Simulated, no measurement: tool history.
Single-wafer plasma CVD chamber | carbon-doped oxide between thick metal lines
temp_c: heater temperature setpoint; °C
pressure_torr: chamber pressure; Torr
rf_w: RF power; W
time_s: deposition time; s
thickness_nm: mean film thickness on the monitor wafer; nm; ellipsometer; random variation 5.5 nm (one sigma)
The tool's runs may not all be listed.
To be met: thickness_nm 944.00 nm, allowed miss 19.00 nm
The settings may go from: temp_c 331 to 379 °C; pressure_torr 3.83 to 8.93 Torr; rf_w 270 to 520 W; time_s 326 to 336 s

{"run": 1, "hour": 0.0, "temp_c": 355, "pressure_torr": 6.38, "rf_w": 395, "time_s": 326, "thickness_nm": 1399.9}
{"run": 2, "hour": 6.0, "temp_c": 363, "pressure_torr": 5.57, "rf_w": 355, "time_s": 326, "thickness_nm": 1203.5}
{"run": 3, "hour": 13.4, "temp_c": 367, "pressure_torr": 5.57, "rf_w": 355, "time_s": 326, "thickness_nm": 1188.3}
{"run": 4, "hour": 17.5, "temp_c": 370, "pressure_torr": 5.17, "rf_w": 330, "time_s": 326, "thickness_nm": 1087.9}
{"run": 5, "hour": 26.2, "temp_c": 370, "pressure_torr": 5.17, "rf_w": 330, "time_s": 336, "thickness_nm": 1131.2}
{"run": 6, "hour": 31.2, "temp_c": 365, "pressure_torr": 5.17, "rf_w": 330, "time_s": 336, "thickness_nm": 1140.7}
{"hour": 38.1, "done": "thermocouple changed; heater temperature recalibrated"}
{"run": 7, "hour": 38.1, "temp_c": 366, "pressure_torr": 4.77, "rf_w": 315, "time_s": 335, "thickness_nm": 1047.2}
{"run": 8, "hour": 42.7, "temp_c": 366, "pressure_torr": 4.77, "rf_w": 315, "time_s": 335, "thickness_nm": 1044.0}
{"run": 9, "hour": 49.5, "temp_c": 366, "pressure_torr": 4.51, "rf_w": 310, "time_s": 335, "thickness_nm": 1021.8}

Which of these 5 next moves meets every target?
{"run": "A", "hour": 56.3, "temp_c": 363, "pressure_torr": 3.83, "rf_w": 315, "time_s": 326, "thickness_nm": "?"}
{"run": "B", "hour": 56.3, "temp_c": 362, "pressure_torr": 4.3, "rf_w": 280, "time_s": 331, "thickness_nm": "?"}
{"run": "C", "hour": 56.3, "temp_c": 370, "pressure_torr": 3.94, "rf_w": 355, "time_s": 336, "thickness_nm": "?"}
{"run": "D", "hour": 56.3, "temp_c": 361, "pressure_torr": 4.43, "rf_w": 295, "time_s": 326, "thickness_nm": "?"}
{"run": "E", "hour": 56.3, "temp_c": 364, "pressure_torr": 4.18, "rf_w": 300, "time_s": 336, "thickness_nm": "?"}

move=A thickness_nm=992.80
move=B thickness_nm=908.69
move=C thickness_nm=1143.20
move=D thickness_nm=954.25
move=E thickness_nm=984.71
A: nearer than the last run, and not there yet
B: takes the result that was furthest off past its target
C: further off than the last run
D: meets every target
E: nearer than the last run, and not there yet
Move D is the one to make.
